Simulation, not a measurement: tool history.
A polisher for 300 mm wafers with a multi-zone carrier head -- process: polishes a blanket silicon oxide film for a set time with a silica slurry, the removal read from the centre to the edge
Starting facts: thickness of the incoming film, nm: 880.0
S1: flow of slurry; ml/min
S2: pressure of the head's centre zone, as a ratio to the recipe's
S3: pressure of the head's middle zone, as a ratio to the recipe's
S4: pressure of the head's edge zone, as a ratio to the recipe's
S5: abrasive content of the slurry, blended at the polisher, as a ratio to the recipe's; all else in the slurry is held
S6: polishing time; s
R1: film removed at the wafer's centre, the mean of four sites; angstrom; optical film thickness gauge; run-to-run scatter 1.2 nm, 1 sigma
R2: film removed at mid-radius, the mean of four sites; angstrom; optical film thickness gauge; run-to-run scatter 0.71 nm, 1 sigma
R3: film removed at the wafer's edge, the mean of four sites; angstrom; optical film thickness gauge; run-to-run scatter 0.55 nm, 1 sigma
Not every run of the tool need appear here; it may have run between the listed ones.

Run 1, hour 0: S1 195 ml/min, S2 1, S3 1, S4 1, S5 1, S6 59 s. Result: R1 1808.4 angstrom, R2 1797.7 angstrom, R3 1787.4 angstrom.
Run 2, hour 6.4: S1 195 ml/min, S2 1, S3 1, S4 0.92, S5 1, S6 59 s. Result: R1 1801.4 angstrom, R2 1811.5 angstrom, R3 1715.9 angstrom.
Run 3, hour 10.4: S1 195 ml/min, S2 1, S3 1, S4 0.96, S5 1, S6 59 s. Result: R1 1779.8 angstrom, R2 1812.6 angstrom, R3 1743.2 angstrom.
Run 4, hour 19.1: S1 195 ml/min, S2 1.02, S3 1, S4 0.93, S5 0.85, S6 54 s. Result: R1 1607.6 angstrom, R2 1572.8 angstrom, R3 1506.1 angstrom.
Run 5, hour 27.8: S1 195 ml/min, S2 1.03, S3 1.01, S4 0.9, S5 0.75, S6 49 s. Result: R1 1401.8 angstrom, R2 1400.7 angstrom, R3 1313.9 angstrom.
Run 6, hour 33.8: S1 195 ml/min, S2 1.05, S3 1.02, S4 0.88, S5 0.7, S6 45 s. Result: R1 1317.2 angstrom, R2 1262.3 angstrom, R3 1166.6 angstrom.
Run 7, hour 35: S1 160 ml/min, S2 1.05, S3 1.05, S4 0.81, S5 0.5, S6 38 s. Result: R1 996.16 angstrom, R2 973.29 angstrom, R3 863.93 angstrom.

The next listed run, before its measurement:
Run 8, hour 39.9: S1 170 ml/min, S2 1.06, S3 1.05, S4 0.81, S5 0.5, S6 38 s. Result: R1 ?, R2 ?, R3 ?.

R1: 1003.9 angstrom
R2: 979.99 angstrom
R3: 867.92 angstrom
